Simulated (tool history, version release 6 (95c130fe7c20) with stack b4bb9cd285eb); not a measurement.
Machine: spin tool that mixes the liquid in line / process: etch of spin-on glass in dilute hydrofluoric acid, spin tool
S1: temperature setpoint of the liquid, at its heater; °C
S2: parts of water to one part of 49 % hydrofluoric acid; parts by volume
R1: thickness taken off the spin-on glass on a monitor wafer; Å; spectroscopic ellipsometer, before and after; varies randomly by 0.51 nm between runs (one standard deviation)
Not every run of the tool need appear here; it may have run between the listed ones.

Run 1, hour 0.0: S1 20.0 °C, S2 105 parts by volume, time under the liquid (s) 165. Result: R1 564.72 Å.
Run 2, hour 1.6: S1 20.0 °C, S2 90 parts by volume, time under the liquid (s) 165. Result: R1 666.71 Å.
Run 3, hour 8.6: S1 20.5 °C, S2 90 parts by volume, time under the liquid (s) 165. Result: R1 678.88 Å.
Run 4, hour 12.6: S1 21.0 °C, S2 90 parts by volume, time under the liquid (s) 165. Result: R1 698.14 Å.
Run 5, hour 14.4: S1 21.0 °C, S2 70 parts by volume, time under the liquid (s) 165. Result: R1 916.01 Å.
Run 6, hour 21.8: S1 20.5 °C, S2 70 parts by volume, time under the liquid (s) 165. Result: R1 894.64 Å.
Run 7, hour 23.9: S1 20.0 °C, S2 70 parts by volume, time under the liquid (s) 165. Result: R1 875.29 Å.
At hour 29.4: thermometer replaced.
Run 8, hour 29.4: S1 19.5 °C, S2 70 parts by volume, time under the liquid (s) 165. Result: R1 927.11 Å.
Run 9, hour 33.4: S1 20.0 °C, S2 70 parts by volume, time under the liquid (s) 165. Result: R1 953.98 Å.

What does the tool deliver on the next run?
Run 10, hour 34.5: S1 20.0 °C, S2 80 parts by volume, time under the liquid (s) 165. Result: R1 ?.

{"run 10": {"R1": 823.61}}

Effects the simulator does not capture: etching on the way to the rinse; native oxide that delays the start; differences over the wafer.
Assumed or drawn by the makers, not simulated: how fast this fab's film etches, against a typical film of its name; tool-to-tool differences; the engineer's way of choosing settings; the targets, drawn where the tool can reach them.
